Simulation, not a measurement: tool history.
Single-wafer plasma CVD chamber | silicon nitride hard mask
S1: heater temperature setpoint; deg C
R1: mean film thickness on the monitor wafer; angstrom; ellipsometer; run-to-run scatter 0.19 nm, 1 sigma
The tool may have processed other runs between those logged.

run 1 hour=0 | S1=415 chamber_pressure_(mTorr)=1250 RF_power_(W)=305 deposition_time_(s)=71.4 | R1=735.19
run 2 hour=5.9 | S1=415 chamber_pressure_(mTorr)=1130 RF_power_(W)=305 deposition_time_(s)=71.4 | R1=707.39
run 3 hour=10.1 | S1=415 chamber_pressure_(mTorr)=1060 RF_power_(W)=305 deposition_time_(s)=71.4 | R1=693.15
run 4 hour=17.2 | S1=411 chamber_pressure_(mTorr)=1060 RF_power_(W)=305 deposition_time_(s)=71.4 | R1=692.43
run 5 hour=24.1 | S1=411 chamber_pressure_(mTorr)=1060 RF_power_(W)=325 deposition_time_(s)=71.4 | R1=728.43
run 6 hour=24.7 | S1=411 chamber_pressure_(mTorr)=970 RF_power_(W)=320 deposition_time_(s)=71.4 | R1=695.7
run 7 hour=33.4 | S1=411 chamber_pressure_(mTorr)=920 RF_power_(W)=320 deposition_time_(s)=71.4 | R1=677.01
run 8 hour=37.6 | S1=411 chamber_pressure_(mTorr)=800 RF_power_(W)=320 deposition_time_(s)=71.4 | R1=629.25

What does the tool deliver on the next run?
run 9 hour=43.5 | S1=409 chamber_pressure_(mTorr)=810 RF_power_(W)=320 deposition_time_(s)=71.4 | R1=?

Run 9 produced R1 632.91 angstrom.
